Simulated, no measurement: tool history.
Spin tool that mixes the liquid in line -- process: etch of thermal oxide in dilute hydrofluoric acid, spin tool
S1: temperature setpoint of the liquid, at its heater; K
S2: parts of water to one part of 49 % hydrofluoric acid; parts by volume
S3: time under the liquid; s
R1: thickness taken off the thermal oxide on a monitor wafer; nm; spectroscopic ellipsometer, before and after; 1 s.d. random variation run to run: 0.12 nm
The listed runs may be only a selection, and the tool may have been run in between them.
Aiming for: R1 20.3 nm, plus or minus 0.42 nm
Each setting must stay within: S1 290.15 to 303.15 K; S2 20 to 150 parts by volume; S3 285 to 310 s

run  hour      S1  S2   S3      R1
  1     0  295.15  85  285   15.84
  2   1.5  295.15  85  285  15.584
  3   4.9  298.65  85  285  18.161
  4   6.5  299.15  85  285  18.483
  5   7.4  299.15  65  285  24.811
  6   8.6  300.65  65  285  26.232
  7  15.5  299.15  65  285  25.121
  8  23.9  297.65  65  285  23.406
  9  26.6  296.65  65  285  22.526
 10  34.6  296.15  65  285  21.973
 11  43.6  295.65  65  285  21.778
 12  46.1  295.15  65  285   21.22

Below are 4 possible settings for the next run. Only one of them brings all results inside the allowed miss of their targets. Which is it?
  A  48.6  290.15  55  285   ?
  B  48.6  292.15  65  295   ?
  C  48.6  294.65  70  285   ?
  D  48.6  293.65  65  310   ?

move      R1
   A  20.346
   B  19.197
   C  19.009
   D  21.488
A: all results land within tolerance of their targets
B: pushes the last run's worst result past its target
C: pushes the last run's worst result past its target
D: misses by more than the last run did
So the answer is move A, the one that meets all the targets.

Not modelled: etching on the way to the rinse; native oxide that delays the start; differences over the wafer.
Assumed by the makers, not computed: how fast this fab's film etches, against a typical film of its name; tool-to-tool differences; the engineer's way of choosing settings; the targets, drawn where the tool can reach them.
